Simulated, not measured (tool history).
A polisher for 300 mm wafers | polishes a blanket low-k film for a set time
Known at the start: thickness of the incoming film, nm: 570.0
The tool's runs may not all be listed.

| run | day | flow of slurry (ml/min) | pressure of the wafer on the pad (kPa) | speed of the pad under the wafer (cm/s) | abrasive content of the slurry | polishing time (s) | film removed (Å) |
|---|---|---|---|---|---|---|---|
| 1 | 0 | 135 | 11 | 80 | 1 | 18 | 52.174 |
| 2 | 0.046 | 140 | 11.7 | 80 | 1 | 18 | 55.106 |
| 3 | 0.25 | 140 | 11.7 | 64 | 1 | 18 | 47.041 |
| 4 | 0.321 | 155 | 11.7 | 64 | 1 | 18 | 48.303 |
| 5 | 0.55 | 160 | 12.4 | 64 | 1 | 18 | 51.376 |
| 6 | 0.738 | 160 | 12.4 | 50 | 1 | 18 | 42.625 |
| 7 | 0.783 | 160 | 13.1 | 50 | 1 | 18 | 45.074 |
| 8 | 0.879 | 175 | 16.5 | 52 | 1 | 18 | 59.435 |
| 9 | 1.167 | 175 | 17.2 | 52 | 1 | 18 | 61.792 |

Run 10 comes next. What will it give?
| 10 | 1.404 | 175 | 17.9 | 52 | 1 | 18 | ? |

{"run 10": {"film removed (Å)": 63.332}}

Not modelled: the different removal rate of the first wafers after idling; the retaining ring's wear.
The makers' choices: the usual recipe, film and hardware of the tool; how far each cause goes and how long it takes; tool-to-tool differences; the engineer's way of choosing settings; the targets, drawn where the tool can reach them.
